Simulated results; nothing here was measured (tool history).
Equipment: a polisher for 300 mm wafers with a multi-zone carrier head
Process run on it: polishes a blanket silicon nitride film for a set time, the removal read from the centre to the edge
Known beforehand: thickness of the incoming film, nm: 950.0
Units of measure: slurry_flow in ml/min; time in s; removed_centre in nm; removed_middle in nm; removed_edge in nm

Run 1, hour 0: slurry_flow 240 ml/min, centre_zone 1, middle_zone 1, edge_zone 1, time 89 s. Result: removed_centre 217.91 nm, removed_middle 219.35 nm, removed_edge 215.88 nm.
Run 2, hour 4.2: slurry_flow 240 ml/min, centre_zone 1, middle_zone 1, edge_zone 1, time 78 s. Result: removed_centre 191.46 nm, removed_middle 190.39 nm, removed_edge 189.29 nm.
Run 3, hour 11.5: slurry_flow 255 ml/min, centre_zone 0.98, middle_zone 1.05, edge_zone 1.02, time 82 s. Result: removed_centre 200.75 nm, removed_middle 212.27 nm, removed_edge 202.03 nm.
Run 4, hour 14.5: slurry_flow 255 ml/min, centre_zone 0.98, middle_zone 1.05, edge_zone 0.98, time 82 s. Result: removed_centre 199.39 nm, removed_middle 209.87 nm, removed_edge 199.48 nm.
Run 5, hour 20.8: slurry_flow 280 ml/min, centre_zone 0.98, middle_zone 1.05, edge_zone 0.98, time 82 s. Result: removed_centre 198.77 nm, removed_middle 212.65 nm, removed_edge 201.35 nm.
Run 6, hour 29.4: slurry_flow 280 ml/min, centre_zone 0.98, middle_zone 1.05, edge_zone 0.98, time 64 s. Result: removed_centre 155.66 nm, removed_middle 166.64 nm, removed_edge 154.38 nm.
Run 7, hour 31.2: slurry_flow 295 ml/min, centre_zone 0.96, middle_zone 1.09, edge_zone 0.99, time 72 s. Result: removed_centre 175.9 nm, removed_middle 193.52 nm, removed_edge 175.35 nm.
Run 8, hour 38.1: slurry_flow 295 ml/min, centre_zone 0.96, middle_zone 1.09, edge_zone 0.99, time 72 s. Result: removed_centre 172.79 nm, removed_middle 193.82 nm, removed_edge 176.95 nm.
Run 9, hour 43.9: slurry_flow 305 ml/min, centre_zone 0.95, middle_zone 1.12, edge_zone 0.98, time 78 s. Result: removed_centre 186.28 nm, removed_middle 213.35 nm, removed_edge 192.16 nm.
Run 10, hour 51.9: slurry_flow 315 ml/min, centre_zone 0.94, middle_zone 1.14, edge_zone 0.95, time 83 s. Result: removed_centre 196.85 nm, removed_middle 231.43 nm, removed_edge 199.06 nm.
Run 11, hour 55.1: slurry_flow 320 ml/min, centre_zone 0.93, middle_zone 1.15, edge_zone 0.96, time 86 s. Result: removed_centre 199.58 nm, removed_middle 243.22 nm, removed_edge 212.18 nm.
Run 12, hour 63.5: slurry_flow 325 ml/min, centre_zone 0.93, middle_zone 1.16, edge_zone 0.96, time 88 s. Result: removed_centre 206.28 nm, removed_middle 247.84 nm, removed_edge 215.82 nm.
Run 13, hour 67.6: slurry_flow 325 ml/min, centre_zone 0.92, middle_zone 1.17, edge_zone 0.95, time 90 s. Result: removed_centre 210.7 nm, removed_middle 257.84 nm, removed_edge 214.89 nm.
Run 14, hour 73.3: slurry_flow 325 ml/min, centre_zone 0.91, middle_zone 1.17, edge_zone 0.96, time 92 s. Result: removed_centre 211.65 nm, removed_middle 262.4 nm, removed_edge 224.24 nm.
Run 15, hour 74: slurry_flow 325 ml/min, centre_zone 0.91, middle_zone 1.18, edge_zone 0.96, time 93 s. Result: removed_centre 213.2 nm, removed_middle 270.65 nm, removed_edge 224.42 nm.

The next listed run, before its measurement:
Run 16, hour 82.7: slurry_flow 330 ml/min, centre_zone 0.91, middle_zone 1.18, edge_zone 0.97, time 94 s. Result: removed_centre ?, removed_middle ?, removed_edge ?.

{"run 16": {"removed_centre": 217.57, "removed_middle": 271.69, "removed_edge": 229.14}}
